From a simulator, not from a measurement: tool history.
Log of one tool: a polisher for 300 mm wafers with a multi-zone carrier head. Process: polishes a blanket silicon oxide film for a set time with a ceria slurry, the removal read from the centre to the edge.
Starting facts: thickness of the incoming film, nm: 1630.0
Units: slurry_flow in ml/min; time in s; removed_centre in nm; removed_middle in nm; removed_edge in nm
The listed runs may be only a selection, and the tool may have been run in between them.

{"run": 1, "hour": 0.0, "slurry_flow": 220, "centre_zone": 1, "middle_zone": 1, "edge_zone": 1, "time": 80, "removed_centre": 223.19, "removed_middle": 223.55, "removed_edge": 229.23}
{"run": 2, "hour": 5.5, "slurry_flow": 220, "centre_zone": 1, "middle_zone": 0.96, "edge_zone": 1, "time": 80, "removed_centre": 228.23, "removed_middle": 220.53, "removed_edge": 225.42}
{"run": 3, "hour": 6.6, "slurry_flow": 220, "centre_zone": 1, "middle_zone": 0.96, "edge_zone": 0.92, "time": 80, "removed_centre": 230.39, "removed_middle": 220.65, "removed_edge": 223.3}
{"run": 4, "hour": 11.3, "slurry_flow": 220, "centre_zone": 1.05, "middle_zone": 0.96, "edge_zone": 0.92, "time": 80, "removed_centre": 239.57, "removed_middle": 221.07, "removed_edge": 216.37}
{"run": 5, "hour": 15.9, "slurry_flow": 215, "centre_zone": 1.04, "middle_zone": 0.97, "edge_zone": 0.91, "time": 73, "removed_centre": 215.65, "removed_middle": 198.86, "removed_edge": 196.45}
{"run": 6, "hour": 18.1, "slurry_flow": 205, "centre_zone": 1.03, "middle_zone": 0.99, "edge_zone": 0.89, "time": 69, "removed_centre": 198.92, "removed_middle": 192.09, "removed_edge": 183.29}
{"run": 7, "hour": 22.9, "slurry_flow": 195, "centre_zone": 1.02, "middle_zone": 0.98, "edge_zone": 0.88, "time": 67, "removed_centre": 189.4, "removed_middle": 183.55, "removed_edge": 175.11}
{"run": 8, "hour": 27.5, "slurry_flow": 180, "centre_zone": 1.01, "middle_zone": 0.97, "edge_zone": 0.87, "time": 66, "removed_centre": 184.39, "removed_middle": 175.14, "removed_edge": 172.8}
{"hour": 32.5, "done": "edge zone pressure recalibrated"}
{"run": 9, "hour": 32.5, "slurry_flow": 170, "centre_zone": 1.01, "middle_zone": 0.98, "edge_zone": 0.86, "time": 65, "removed_centre": 185.03, "removed_middle": 172.86, "removed_edge": 171.38}

For run 10, what comes out?
{"run": 10, "hour": 35.2, "slurry_flow": 175, "centre_zone": 1, "middle_zone": 0.98, "edge_zone": 0.85, "time": 64, "removed_centre": "?", "removed_middle": "?", "removed_edge": "?"}

{"run 10": {"removed_centre": 176.31, "removed_middle": 172.46, "removed_edge": 168.71}}
